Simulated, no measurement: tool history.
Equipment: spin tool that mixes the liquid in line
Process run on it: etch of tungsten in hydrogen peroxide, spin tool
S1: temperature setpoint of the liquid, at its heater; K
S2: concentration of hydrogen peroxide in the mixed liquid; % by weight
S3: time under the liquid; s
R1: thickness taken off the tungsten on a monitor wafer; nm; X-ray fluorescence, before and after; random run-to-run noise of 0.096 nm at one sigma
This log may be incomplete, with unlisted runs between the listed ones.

| run | hour | S1 | S2 | S3 | R1 |
|---|---|---|---|---|---|
| 1 | 0 | 315.15 | 16 | 15 | 14.097 |
| 2 | 6.4 | 314.65 | 16 | 15 | 14.101 |
| 3 | 14.8 | 314.15 | 16 | 15 | 13.396 |
| 4 | 20 | 313.65 | 16 | 15 | 12.819 |
| 5 | 25 | 316.15 | 16 | 15 | 15.099 |
| 6 | 29.1 | 315.65 | 16 | 15 | 14.895 |

Run 7 comes next. What will it give?
| 7 | 30.2 | 315.15 | 16 | 15 | ? |

R1: 14.348 nm
